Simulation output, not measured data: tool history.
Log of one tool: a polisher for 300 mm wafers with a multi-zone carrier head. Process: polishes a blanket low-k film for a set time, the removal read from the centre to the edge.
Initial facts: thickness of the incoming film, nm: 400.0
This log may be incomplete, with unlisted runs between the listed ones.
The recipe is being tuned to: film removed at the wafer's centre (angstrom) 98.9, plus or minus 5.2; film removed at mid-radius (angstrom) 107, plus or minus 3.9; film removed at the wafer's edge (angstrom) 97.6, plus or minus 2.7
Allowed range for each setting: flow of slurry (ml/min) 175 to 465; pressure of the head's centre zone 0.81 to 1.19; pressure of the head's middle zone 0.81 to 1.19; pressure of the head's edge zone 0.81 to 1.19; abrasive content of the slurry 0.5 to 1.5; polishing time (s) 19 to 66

| run | day | flow of slurry (ml/min) | pressure of the head's centre zone | pressure of the head's middle zone | pressure of the head's edge zone | abrasive content of the slurry | polishing time (s) | film removed at the wafer's centre (angstrom) | film removed at mid-radius (angstrom) | film removed at the wafer's edge (angstrom) |
|---|---|---|---|---|---|---|---|---|---|---|
| 1 | 0 | 295 | 1 | 1 | 1 | 1 | 42 | 178.63 | 179.73 | 181.31 |
| 2 | 0.05 | 230 | 1 | 1 | 1 | 1 | 42 | 172.27 | 177.47 | 176.4 |
| 3 | 0.396 | 230 | 1 | 1 | 0.92 | 1 | 42 | 179.34 | 174.85 | 170.44 |
| 4 | 0.762 | 230 | 1 | 0.95 | 0.92 | 1 | 42 | 169.82 | 171.8 | 171.23 |
| 5 | 0.896 | 220 | 0.98 | 0.97 | 0.9 | 0.85 | 39 | 143.91 | 147.82 | 144.29 |
| 6 | 1.067 | 220 | 0.98 | 0.97 | 0.9 | 1 | 39 | 161.08 | 155.79 | 156.05 |
| 7 | 1.175 | 210 | 0.98 | 0.98 | 0.89 | 0.85 | 37 | 135.3 | 141.45 | 136.15 |
| 8 | 1.233 | 210 | 0.99 | 0.98 | 0.87 | 0.75 | 36 | 127.44 | 130.9 | 123.74 |
| 9 | 1.412 | 210 | 0.99 | 0.98 | 0.86 | 0.7 | 35 | 117.56 | 121.41 | 115.03 |
| 10 | 1.479 | 210 | 0.99 | 0.98 | 0.85 | 0.65 | 35 | 114.99 | 116.48 | 108.81 |
| 11 | 1.612 | 210 | 0.98 | 0.98 | 0.84 | 0.6 | 35 | 105.08 | 111.27 | 104.23 |
| 12 | 1.883 | 210 | 0.98 | 0.98 | 0.83 | 0.6 | 35 | 108.84 | 112.89 | 102.6 |
| 13 | 2.233 | 210 | 0.98 | 0.98 | 0.83 | 0.6 | 35 | 108.12 | 110.97 | 104.08 |
| 14 | 2.421 | 210 | 0.97 | 0.99 | 0.83 | 0.6 | 35 | 108.63 | 113.87 | 103.03 |
| 15 | 2.608 | 210 | 0.96 | 0.98 | 0.83 | 0.6 | 35 | 105.79 | 111.09 | 102.93 |
| 16 | 2.838 | 210 | 0.95 | 0.98 | 0.83 | 0.6 | 35 | 104.98 | 110.37 | 103.19 |
| 17 | 2.988 | 210 | 0.94 | 0.99 | 0.83 | 0.6 | 35 | 104.63 | 111.75 | 104.31 |

Below are 4 possible settings for the next run. Only one of them brings all results inside the allowed miss of their targets. Which is it?
| A | 3.138 | 210 | 0.89 | 0.89 | 0.87 | 0.65 | 36 | ? | ? | ? |
| B | 3.138 | 190 | 0.91 | 0.93 | 0.95 | 0.5 | 38 | ? | ? | ? |
| C | 3.138 | 195 | 0.94 | 0.88 | 0.84 | 0.75 | 33 | ? | ? | ? |
| D | 3.138 | 265 | 0.94 | 1 | 0.83 | 0.6 | 32 | ? | ? | ? |

| move | film removed at the wafer's centre (angstrom) | film removed at mid-radius (angstrom) | film removed at the wafer's edge (angstrom) |
|---|---|---|---|
| A | 103.1 | 108.76 | 114.59 |
| B | 94.275 | 100.95 | 107.09 |
| C | 106.74 | 105.66 | 110.91 |
| D | 95.263 | 104.45 | 97.015 |
A: lands further from the targets than the last run did
B: lands further from the targets than the last run did
C: lands further from the targets than the last run did
D: all results in spec
Answer: D

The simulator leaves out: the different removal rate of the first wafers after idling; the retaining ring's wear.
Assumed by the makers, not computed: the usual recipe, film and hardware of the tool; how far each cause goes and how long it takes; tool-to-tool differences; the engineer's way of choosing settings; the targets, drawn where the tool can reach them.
